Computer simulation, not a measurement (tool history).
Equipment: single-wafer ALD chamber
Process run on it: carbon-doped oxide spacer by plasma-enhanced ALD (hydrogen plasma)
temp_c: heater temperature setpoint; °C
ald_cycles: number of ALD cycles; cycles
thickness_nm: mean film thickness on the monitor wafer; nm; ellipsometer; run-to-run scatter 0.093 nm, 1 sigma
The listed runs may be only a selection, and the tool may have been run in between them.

run	hour	temp_c	ald_cycles	thickness_nm
1	0.0	410	645	31.568
2	1.9	410	720	34.957
3	11.3	410	791	38.297
4	17.4	412	759	36.760
5	24.2	413	729	35.202
6	30.4	413	807	38.922
7	37.9	425	704	32.844
8	47.9	426	687	32.127
9	51.3	427	672	31.187
10	56.2	428	660	30.547
11	62.7	428	651	30.190

What will run 12 give?
12	71.6	428	643	?

{"run 12": {"thickness_nm": 29.758}}
